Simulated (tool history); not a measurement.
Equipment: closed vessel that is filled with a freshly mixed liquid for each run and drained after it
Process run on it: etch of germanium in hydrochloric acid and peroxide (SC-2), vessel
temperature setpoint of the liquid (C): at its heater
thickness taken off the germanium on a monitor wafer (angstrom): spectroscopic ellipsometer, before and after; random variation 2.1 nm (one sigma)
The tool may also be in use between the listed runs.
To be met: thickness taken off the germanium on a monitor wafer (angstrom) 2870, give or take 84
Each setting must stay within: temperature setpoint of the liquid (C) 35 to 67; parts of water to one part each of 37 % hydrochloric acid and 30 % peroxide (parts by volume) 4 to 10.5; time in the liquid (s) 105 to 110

run,day,temperature setpoint of the liquid (C),parts of water to one part each of 37 % hydrochloric acid and 30 % peroxide (parts by volume),time in the liquid (s),thickness taken off the germanium on a monitor wafer (angstrom)
1,0,51,5.5,105,3632.6
2,0.217,51,4.5,105,3672.7
3,0.238,49,4.5,105,3431.3
4,0.504,49,4.5,110,3534.5
5,0.783,49,4.5,110,3597.7
6,1.05,46,4.5,110,3270.8
7,1.179,45,4.5,110,3142.3
8,1.475,44.5,4.5,110,3116.5
9,1.825,44,4.5,110,3072.1
10,2.042,43.5,4.5,110,2997.3

Below are 4 possible settings for the next run. Only one of them brings all results inside the allowed miss of their targets. Which is it?
A,2.258,44.5,4.5,110,?
B,2.258,42,6,110,?
C,2.258,44.5,4,110,?
D,2.258,45,4,105,?

move,thickness taken off the germanium on a monitor wafer (angstrom)
A,3086.1
B,2819.3
C,3089
D,2998.4
A: misses by more than the last run did
B: every result lands within tolerance
C: misses by more than the last run did
D: about as far from the targets as the last run
The right move is B.

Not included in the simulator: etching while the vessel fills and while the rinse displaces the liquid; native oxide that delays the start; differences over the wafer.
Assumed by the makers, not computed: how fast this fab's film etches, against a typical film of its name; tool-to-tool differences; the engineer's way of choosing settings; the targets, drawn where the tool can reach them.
